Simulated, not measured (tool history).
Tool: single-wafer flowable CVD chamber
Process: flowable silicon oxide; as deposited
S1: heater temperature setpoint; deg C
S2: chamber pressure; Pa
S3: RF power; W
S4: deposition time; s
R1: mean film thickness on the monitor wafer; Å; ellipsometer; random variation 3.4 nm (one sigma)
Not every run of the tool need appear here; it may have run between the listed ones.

run    day   S1   S2    S3   S4       R1
  1  0.000  100  141  2535  858   7316.1
  2  0.250   95  141  2535  858   8503.0
  3  0.438   95  141  2535  858   8548.9
  4  0.612   91  141  2535  858   9703.8
  5  0.646   91  141  2755  858   9789.3
  6  0.896   89  141  2755  858  10403.0
  7  1.092   87  141  2755  858  10991.0

What does the tool deliver on the next run?
  8  1.350  86  141  2755  858   ?

{"run 8": {"R1": 11370.0}}
